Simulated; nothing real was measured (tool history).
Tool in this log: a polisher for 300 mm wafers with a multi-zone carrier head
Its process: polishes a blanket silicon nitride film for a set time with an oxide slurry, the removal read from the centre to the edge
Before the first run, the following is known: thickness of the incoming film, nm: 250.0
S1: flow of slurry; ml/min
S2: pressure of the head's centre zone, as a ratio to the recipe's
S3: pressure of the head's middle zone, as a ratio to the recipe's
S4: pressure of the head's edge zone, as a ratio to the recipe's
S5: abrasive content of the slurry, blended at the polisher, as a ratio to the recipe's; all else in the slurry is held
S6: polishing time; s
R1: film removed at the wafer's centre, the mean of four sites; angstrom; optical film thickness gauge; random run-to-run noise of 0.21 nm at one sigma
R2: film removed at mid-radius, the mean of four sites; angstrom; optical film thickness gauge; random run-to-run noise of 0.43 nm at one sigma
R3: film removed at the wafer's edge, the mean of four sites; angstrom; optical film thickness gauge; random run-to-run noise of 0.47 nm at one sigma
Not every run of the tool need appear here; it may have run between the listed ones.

run,hour,S1,S2,S3,S4,S5,S6,R1,R2,R3
1,0.0,235,1.00,1.00,1.00,1.00,68,452.87,427.95,447.40
2,6.9,230,0.98,1.00,0.99,0.95,68,429.76,430.31,424.61
3,11.6,230,0.98,1.00,0.99,0.95,53,335.11,337.92,324.37
4,17.2,225,0.97,1.00,1.00,0.95,53,331.09,334.41,338.02
5,24.3,225,0.97,1.00,0.94,0.95,53,329.12,336.35,333.12
6,28.1,225,0.96,1.00,0.94,0.95,53,326.69,332.45,338.06

Run 7 has not been measured yet. What should we expect?
7,31.4,225,0.95,1.00,0.94,0.95,53,?,?,?

R1: 322.73 angstrom
R2: 334.30 angstrom
R3: 335.18 angstrom
